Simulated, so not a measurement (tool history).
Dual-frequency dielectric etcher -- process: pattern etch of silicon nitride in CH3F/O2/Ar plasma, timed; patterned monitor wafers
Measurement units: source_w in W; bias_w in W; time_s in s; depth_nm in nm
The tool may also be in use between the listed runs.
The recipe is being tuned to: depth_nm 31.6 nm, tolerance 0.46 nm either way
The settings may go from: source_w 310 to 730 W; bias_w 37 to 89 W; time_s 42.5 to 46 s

run 1 day=0 | source_w=520 bias_w=63 time_s=46 | depth_nm=34.33
run 2 day=0.208 | source_w=520 bias_w=63 time_s=46 | depth_nm=34.574
run 3 day=0.479 | source_w=520 bias_w=72 time_s=46 | depth_nm=36.695
run 4 day=0.633 | source_w=480 bias_w=72 time_s=46 | depth_nm=36.088
run 5 day=0.838 | source_w=470 bias_w=71 time_s=46 | depth_nm=35.775
run 6 day=1 | source_w=530 bias_w=71 time_s=46 | depth_nm=36.87
run 7 day=1.192 | source_w=510 bias_w=70 time_s=46 | depth_nm=36.104
run 8 day=1.371 | source_w=410 bias_w=67 time_s=46 | depth_nm=33.448
run 9 day=1.725 | source_w=400 bias_w=67 time_s=46 | depth_nm=33.786
run 10 day=2.1 | source_w=390 bias_w=66 time_s=46 | depth_nm=33.287
run 11 day=2.125 | source_w=390 bias_w=66 time_s=46 | depth_nm=32.891
run 12 day=2.3 | source_w=380 bias_w=66 time_s=46 | depth_nm=33.124
run 13 day=2.658 | source_w=370 bias_w=66 time_s=46 | depth_nm=32.759
run 14 day=2.833 | source_w=360 bias_w=66 time_s=46 | depth_nm=32.527

Of the 5 settings listed for the next run, only one would bring every result within its allowed miss of target. Which one?
run A day=3.008 | source_w=380 bias_w=74 time_s=44.5 | depth_nm=?
run B day=3.008 | source_w=440 bias_w=64 time_s=46 | depth_nm=?
run C day=3.008 | source_w=320 bias_w=71 time_s=46 | depth_nm=?
run D day=3.008 | source_w=340 bias_w=67 time_s=44.5 | depth_nm=?
run E day=3.008 | source_w=410 bias_w=66 time_s=45.5 | depth_nm=?

move=A depth_nm=33.868
move=B depth_nm=33.43
move=C depth_nm=33.218
move=D depth_nm=31.513
move=E depth_nm=33.125
A: lands further from the targets than the last run did
B: lands further from the targets than the last run did
C: lands further from the targets than the last run did
D: hits every target within its allowed miss
E: lands further from the targets than the last run did
D meets every target.
